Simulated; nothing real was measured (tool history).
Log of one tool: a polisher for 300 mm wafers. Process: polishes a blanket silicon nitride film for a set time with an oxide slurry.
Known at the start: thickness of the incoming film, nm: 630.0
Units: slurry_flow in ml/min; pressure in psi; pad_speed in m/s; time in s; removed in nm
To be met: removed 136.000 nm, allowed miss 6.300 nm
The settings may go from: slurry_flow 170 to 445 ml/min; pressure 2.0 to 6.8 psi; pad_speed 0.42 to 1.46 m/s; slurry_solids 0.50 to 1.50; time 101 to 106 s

run  hour  slurry_flow  pressure  pad_speed  slurry_solids  time  removed
  1   0.0          285       4.4       0.94           1.00   101   84.460
  2   6.0          285       4.4       0.94           1.00   106   87.656
  3   7.9          285       4.4       0.78           1.00   106   75.729
  4  11.7          285       4.4       0.78           1.15   106   78.834
  5  14.0          285       4.4       0.60           1.15   106   64.421
  6  15.9          285       4.4       0.74           1.15   106   76.212
  7  19.7          285       4.8       0.74           1.15   106   83.698
  8  20.8          285       5.1       0.74           1.15   106   87.434

5 next moves are on the table. One of them brings every result within its allowed miss. Which?
  A  21.9          270       5.7       0.86           1.05   106        ?
  B  21.9          250       4.5       0.46           1.15   101        ?
  C  21.9          315       6.8       1.22           1.40   106        ?
  D  21.9          295       6.5       0.88           1.30   106        ?
  E  21.9          245       3.8       0.58           0.90   101        ?

move  removed
   A  107.580
   B   50.562
   C  189.790
   D  135.550
   E   47.124
A: nearer than the last run, and not there yet
B: further off than the last run
C: takes the result that was furthest off past its target
D: meets every target
E: further off than the last run
The right move is D.
